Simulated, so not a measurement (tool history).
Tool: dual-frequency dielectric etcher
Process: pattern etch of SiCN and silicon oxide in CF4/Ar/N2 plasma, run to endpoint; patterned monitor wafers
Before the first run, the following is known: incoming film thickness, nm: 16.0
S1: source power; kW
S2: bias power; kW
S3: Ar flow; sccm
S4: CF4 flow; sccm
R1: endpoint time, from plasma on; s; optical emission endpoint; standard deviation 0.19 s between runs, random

run,hour,S1,S2,S3,S4,R1
1,0.0,0.420,0.073,115,79,19.039
2,5.6,0.400,0.072,115,79,19.747
3,8.6,0.380,0.071,115,79,20.903
4,17.3,0.380,0.060,115,79,21.190
5,23.6,0.320,0.060,115,79,24.187
6,25.7,0.320,0.060,115,88,23.769
7,30.8,0.320,0.060,115,88,23.384

The next listed run, before its measurement:
# hour 31.7: CF4 flow controller replaced
8,31.7,0.330,0.060,115,88,?

R1: 23.510 s
